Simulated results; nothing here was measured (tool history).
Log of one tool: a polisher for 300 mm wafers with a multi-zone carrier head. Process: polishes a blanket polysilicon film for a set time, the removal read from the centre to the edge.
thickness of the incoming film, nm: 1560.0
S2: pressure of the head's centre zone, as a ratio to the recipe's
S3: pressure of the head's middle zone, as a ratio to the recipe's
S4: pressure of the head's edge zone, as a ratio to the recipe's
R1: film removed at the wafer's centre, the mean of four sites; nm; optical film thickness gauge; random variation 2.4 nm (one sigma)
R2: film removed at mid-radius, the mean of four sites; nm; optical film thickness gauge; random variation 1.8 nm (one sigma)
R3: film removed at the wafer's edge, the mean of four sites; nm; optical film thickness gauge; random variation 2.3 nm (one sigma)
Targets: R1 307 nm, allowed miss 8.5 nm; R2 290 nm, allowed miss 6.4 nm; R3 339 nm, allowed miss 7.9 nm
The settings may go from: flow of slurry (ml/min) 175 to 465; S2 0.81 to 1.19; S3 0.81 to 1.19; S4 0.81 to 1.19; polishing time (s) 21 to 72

Run 1, hour 0: flow of slurry (ml/min) 295, S2 1, S3 1, S4 1, polishing time (s) 46. Result: R1 279.36 nm, R2 261.47 nm, R3 266.55 nm.
Run 2, hour 6.6: flow of slurry (ml/min) 295, S2 0.91, S3 1, S4 1, polishing time (s) 46. Result: R1 256.87 nm, R2 265.76 nm, R3 269.41 nm.
Run 3, hour 14.6: flow of slurry (ml/min) 300, S2 0.92, S3 0.99, S4 1.02, polishing time (s) 47. Result: R1 266.56 nm, R2 264.47 nm, R3 281.05 nm.
Run 4, hour 16.9: flow of slurry (ml/min) 300, S2 0.85, S3 0.99, S4 1.02, polishing time (s) 47. Result: R1 245.97 nm, R2 267.05 nm, R3 280.06 nm.
Run 5, hour 19: flow of slurry (ml/min) 300, S2 0.85, S3 0.99, S4 1.02, polishing time (s) 58. Result: R1 308.7 nm, R2 329.11 nm, R3 348.79 nm.
At hour 24.8: centre zone pressure recalibrated.
Run 6, hour 24.8: flow of slurry (ml/min) 295, S2 0.85, S3 0.98, S4 1.02, polishing time (s) 58. Result: R1 286.75 nm, R2 325.05 nm, R3 348.55 nm.
Run 7, hour 25.9: flow of slurry (ml/min) 300, S2 0.87, S3 0.97, S4 1.02, polishing time (s) 58. Result: R1 292.18 nm, R2 320.75 nm, R3 344.14 nm.
Run 8, hour 34.8: flow of slurry (ml/min) 300, S2 0.89, S3 0.96, S4 1.03, polishing time (s) 58. Result: R1 303.55 nm, R2 317.57 nm, R3 346.16 nm.
Run 9, hour 41.2: flow of slurry (ml/min) 295, S2 0.9, S3 0.95, S4 1.03, polishing time (s) 58. Result: R1 305.82 nm, R2 315.13 nm, R3 341.87 nm.

Which of these 4 next moves meets every target?
Run A, hour 47.6: flow of slurry (ml/min) 315, S2 0.94, S3 0.89, S4 1.06, polishing time (s) 56. Result: R1 ?, R2 ?, R3 ?.
Run B, hour 47.6: flow of slurry (ml/min) 270, S2 0.89, S3 0.91, S4 1.02, polishing time (s) 58. Result: R1 ?, R2 ?, R3 ?.
Run C, hour 47.6: flow of slurry (ml/min) 385, S2 1.01, S3 0.9, S4 1.18, polishing time (s) 50. Result: R1 ?, R2 ?, R3 ?.
Run D, hour 47.6: flow of slurry (ml/min) 190, S2 0.89, S3 0.96, S4 0.9, polishing time (s) 62. Result: R1 ?, R2 ?, R3 ?.

move      R1      R2      R3
   A  306.28  291.25  339.79
   B  296.78  304.17  342.49
   C  298.18  265.68  323.54
   D  308.39  331.42  338.23
A: meets every target
B: nearer than the last run, and not there yet
C: takes the result that was furthest off past its target
D: further off than the last run
The right move is A.
